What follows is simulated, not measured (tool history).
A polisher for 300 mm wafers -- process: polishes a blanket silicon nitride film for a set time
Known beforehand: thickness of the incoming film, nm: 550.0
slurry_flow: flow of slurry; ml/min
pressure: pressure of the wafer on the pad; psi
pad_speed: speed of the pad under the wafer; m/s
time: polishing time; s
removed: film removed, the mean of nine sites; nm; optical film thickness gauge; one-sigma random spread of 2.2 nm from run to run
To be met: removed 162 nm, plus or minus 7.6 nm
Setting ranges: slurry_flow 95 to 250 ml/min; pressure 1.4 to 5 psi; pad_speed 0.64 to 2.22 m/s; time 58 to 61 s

{"run": 1, "hour": 0.0, "slurry_flow": 160, "pressure": 3.2, "pad_speed": 1.42, "time": 58, "removed": 126.82}
{"run": 2, "hour": 6.7, "slurry_flow": 160, "pressure": 3.2, "pad_speed": 1.7, "time": 58, "removed": 143.98}
{"run": 3, "hour": 14.6, "slurry_flow": 160, "pressure": 3.2, "pad_speed": 1.7, "time": 61, "removed": 155.78}
{"run": 4, "hour": 16.8, "slurry_flow": 160, "pressure": 3.9, "pad_speed": 1.7, "time": 61, "removed": 187.63}
{"run": 5, "hour": 24.6, "slurry_flow": 160, "pressure": 3.7, "pad_speed": 1.7, "time": 61, "removed": 173.48}
{"run": 6, "hour": 29.4, "slurry_flow": 195, "pressure": 3.7, "pad_speed": 1.7, "time": 61, "removed": 178.15}
{"run": 7, "hour": 32.9, "slurry_flow": 195, "pressure": 3.6, "pad_speed": 1.7, "time": 61, "removed": 177.78}
{"run": 8, "hour": 34.7, "slurry_flow": 195, "pressure": 3.5, "pad_speed": 1.7, "time": 61, "removed": 169.6}

Exactly one of the 5 candidate moves below puts every result within its allowed miss. Which one?
{"run": "A", "hour": 36.5, "slurry_flow": 215, "pressure": 4.2, "pad_speed": 1.58, "time": 61, "removed": "?"}
{"run": "B", "hour": 36.5, "slurry_flow": 145, "pressure": 3.1, "pad_speed": 2.22, "time": 61, "removed": "?"}
{"run": "C", "hour": 36.5, "slurry_flow": 100, "pressure": 3.6, "pad_speed": 2, "time": 61, "removed": "?"}
{"run": "D", "hour": 36.5, "slurry_flow": 215, "pressure": 3.3, "pad_speed": 1.92, "time": 61, "removed": "?"}
{"run": "E", "hour": 36.5, "slurry_flow": 235, "pressure": 3.7, "pad_speed": 1.44, "time": 61, "removed": "?"}

move=A removed=196.66
move=B removed=182.2
move=C removed=181.63
move=D removed=181.72
move=E removed=162.96
A: the biggest miss grows against the last run
B: the biggest miss grows against the last run
C: the biggest miss grows against the last run
D: the biggest miss grows against the last run
E: all results in spec
So the answer is move E, the one that meets all the targets.
